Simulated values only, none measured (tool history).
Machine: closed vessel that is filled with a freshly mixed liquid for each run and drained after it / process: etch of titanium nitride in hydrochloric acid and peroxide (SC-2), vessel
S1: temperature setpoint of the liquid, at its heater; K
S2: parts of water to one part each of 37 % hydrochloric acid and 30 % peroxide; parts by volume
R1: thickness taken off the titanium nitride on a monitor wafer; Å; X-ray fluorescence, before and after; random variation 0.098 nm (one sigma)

run 1 hour=0.0 | S1=338.15 S2=8.0 time_in_the_liquid_(s)=190 | R1=135.31
run 2 hour=8.4 | S1=338.15 S2=8.0 time_in_the_liquid_(s)=190 | R1=135.55
run 3 hour=10.2 | S1=338.65 S2=8.0 time_in_the_liquid_(s)=190 | R1=138.89
run 4 hour=18.5 | S1=338.65 S2=8.0 time_in_the_liquid_(s)=190 | R1=137.87
run 5 hour=24.7 | S1=338.65 S2=8.0 time_in_the_liquid_(s)=190 | R1=138.32
run 6 hour=26.1 | S1=339.15 S2=8.0 time_in_the_liquid_(s)=190 | R1=144.51
run 7 hour=30.6 | S1=339.65 S2=8.0 time_in_the_liquid_(s)=190 | R1=147.71

Estimate the outcome of run 8 from the log above:
run 8 hour=35.5 | S1=340.15 S2=8.0 time_in_the_liquid_(s)=190 | R1=?

R1: 153.11 Å
